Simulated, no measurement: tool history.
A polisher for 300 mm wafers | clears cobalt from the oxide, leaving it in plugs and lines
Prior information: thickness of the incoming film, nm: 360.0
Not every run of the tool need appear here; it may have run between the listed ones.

run  hour  flow of slurry (ml/min)  pressure of the wafer on the pad (psi)  speed of the pad under the wafer (m/s)  overpolish time after the end point (s)  time until the end point was called (s)  dishing of a wide line in a test structure (nm)
  1   0.0                      190                                     2.0                                    1.00                                       18                                   84.345                                           46.063
  2   1.2                      190                                     2.0                                    1.12                                       18                                   75.434                                           47.515
  3   4.3                      190                                     2.0                                    1.12                                       24                                   77.940                                           53.480
  4   7.9                      180                                     1.8                                    1.16                                       21                                   83.270                                           50.364
  5  13.8                      180                                     1.5                                    1.16                                       21                                   93.283                                           47.538
  6  17.9                      200                                     1.6                                    1.04                                       19                                   98.306                                           43.099
  7  22.1                      215                                     1.7                                    0.96                                       17                                  103.060                                           40.255
  8  31.2                      225                                     1.8                                    0.92                                       15                                  100.130                                           37.926
  9  40.1                      235                                     1.9                                    0.88                                       13                                   97.933                                           33.988
 10  42.6                      245                                     2.0                                    0.82                                       12                                   97.303                                           32.139
 11  43.3                      255                                     2.1                                    0.76                                       11                                  103.390                                           29.821
     47.6  -- head pressure recalibrated
 12  47.6                      260                                     2.3                                    0.72                                       10                                   91.718                                           30.778
 13  51.5                      265                                     2.4                                    0.68                                        9                                   93.872                                           28.250
 14  55.6                      270                                     2.5                                    0.64                                        8                                   92.798                                           24.977
 15  60.1                      265                                     2.6                                    0.60                                        8                                   96.044                                           24.314

The next listed run, before its measurement:
 16  61.6                      255                                     2.7                                    0.60                                        8                                        ?                                                ?

{"run 16": {"time until the end point was called (s)": 93.825, "dishing of a wide line in a test structure (nm)": 24.544}}
